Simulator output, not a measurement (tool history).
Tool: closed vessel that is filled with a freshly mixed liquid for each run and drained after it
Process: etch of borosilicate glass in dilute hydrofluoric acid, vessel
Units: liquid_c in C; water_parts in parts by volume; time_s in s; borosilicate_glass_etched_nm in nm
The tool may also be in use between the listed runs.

| run | hour | liquid_c | water_parts | time_s | borosilicate_glass_etched_nm |
|---|---|---|---|---|---|
| 1 | 0.0 | 20.0 | 185 | 430 | 48.490 |
| 2 | 2.7 | 20.0 | 185 | 430 | 48.592 |
| 3 | 9.6 | 22.5 | 150 | 430 | 68.270 |
| 4 | 14.1 | 24.0 | 130 | 430 | 86.225 |
| 5 | 18.0 | 21.5 | 130 | 430 | 77.338 |
| 6 | 22.5 | 23.5 | 120 | 430 | 92.243 |
| 7 | 26.9 | 27.5 | 95 | 430 | 141.410 |

The next listed run, before its measurement:
| 8 | 33.1 | 27.0 | 95 | 430 | ? |

borosilicate_glass_etched_nm: 136.320 nm
